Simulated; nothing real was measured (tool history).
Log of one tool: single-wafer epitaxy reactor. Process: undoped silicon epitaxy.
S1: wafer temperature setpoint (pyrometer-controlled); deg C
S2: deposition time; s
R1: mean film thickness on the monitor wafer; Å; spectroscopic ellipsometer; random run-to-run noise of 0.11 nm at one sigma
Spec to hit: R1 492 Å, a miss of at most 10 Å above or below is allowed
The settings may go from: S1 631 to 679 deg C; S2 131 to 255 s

{"run": 1, "hour": 0.0, "S1": 655, "S2": 193, "R1": 388.37}
{"run": 2, "hour": 2.0, "S1": 648, "S2": 193, "R1": 338.04}
{"run": 3, "hour": 9.5, "S1": 652, "S2": 193, "R1": 366.82}
{"run": 4, "hour": 12.8, "S1": 652, "S2": 213, "R1": 405.19}
{"run": 5, "hour": 14.1, "S1": 654, "S2": 213, "R1": 421.63}
{"run": 6, "hour": 20.5, "S1": 654, "S2": 228, "R1": 451.17}
{"run": 7, "hour": 24.3, "S1": 655, "S2": 228, "R1": 461.88}
{"run": 8, "hour": 32.0, "S1": 656, "S2": 228, "R1": 470.33}
{"run": 9, "hour": 36.3, "S1": 657, "S2": 228, "R1": 478.2}

Consider the 5 candidate settings below. Which is the only one whose results all fall within their allowed miss of target?
{"run": "A", "hour": 40.6, "S1": 652, "S2": 244, "R1": "?"}
{"run": "B", "hour": 40.6, "S1": 666, "S2": 185, "R1": "?"}
{"run": "C", "hour": 40.6, "S1": 656, "S2": 239, "R1": "?"}
{"run": "D", "hour": 40.6, "S1": 658, "S2": 216, "R1": "?"}
{"run": "E", "hour": 40.6, "S1": 656, "S2": 227, "R1": "?"}

move=A R1=465.35
move=B R1=463.71
move=C R1=493.21
move=D R1=463.56
move=E R1=468.44
A: its largest miss is bigger than the last run's
B: its largest miss is bigger than the last run's
C: hits every target within its allowed miss
D: its largest miss is bigger than the last run's
E: its largest miss is bigger than the last run's
C meets every target.

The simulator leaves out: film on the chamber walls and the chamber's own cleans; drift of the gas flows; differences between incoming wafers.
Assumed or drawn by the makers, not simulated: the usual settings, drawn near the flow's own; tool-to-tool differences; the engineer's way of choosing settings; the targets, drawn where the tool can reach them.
